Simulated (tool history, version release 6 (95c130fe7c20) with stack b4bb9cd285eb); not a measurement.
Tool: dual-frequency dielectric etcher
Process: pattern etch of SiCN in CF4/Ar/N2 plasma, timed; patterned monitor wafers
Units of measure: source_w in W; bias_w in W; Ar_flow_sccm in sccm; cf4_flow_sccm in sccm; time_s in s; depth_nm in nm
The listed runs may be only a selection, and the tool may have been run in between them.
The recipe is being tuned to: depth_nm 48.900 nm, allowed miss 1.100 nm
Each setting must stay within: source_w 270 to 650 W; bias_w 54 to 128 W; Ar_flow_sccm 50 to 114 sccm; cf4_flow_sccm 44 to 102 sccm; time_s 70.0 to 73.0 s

run,hour,source_w,bias_w,Ar_flow_sccm,cf4_flow_sccm,time_s,depth_nm
1,0.0,460,91,82,73,70.0,72.697
2,7.8,460,91,71,73,70.0,73.648
3,12.6,460,91,80,73,70.0,72.663
4,21.3,460,91,80,66,70.0,71.221
5,29.1,440,90,80,66,70.0,68.230
6,36.2,420,90,80,66,70.0,64.502
7,37.0,320,88,80,66,70.0,47.838
8,42.2,320,88,80,66,70.0,47.510

Pick the move, out of 5, that brings all results within their allowed miss; only one does.
A,47.4,300,87,81,62,73.0,?
B,47.4,290,110,91,69,72.5,?
C,47.4,330,84,98,64,70.5,?
D,47.4,340,68,85,77,72.5,?
E,47.4,330,76,83,74,71.0,?

move,depth_nm
A,45.555
B,48.932
C,46.895
D,47.086
E,47.133
A: the biggest miss grows against the last run
B: in spec on every target
C: the biggest miss grows against the last run
D: the biggest miss grows against the last run
E: the biggest miss grows against the last run
So the answer is move B, the one that meets all the targets.
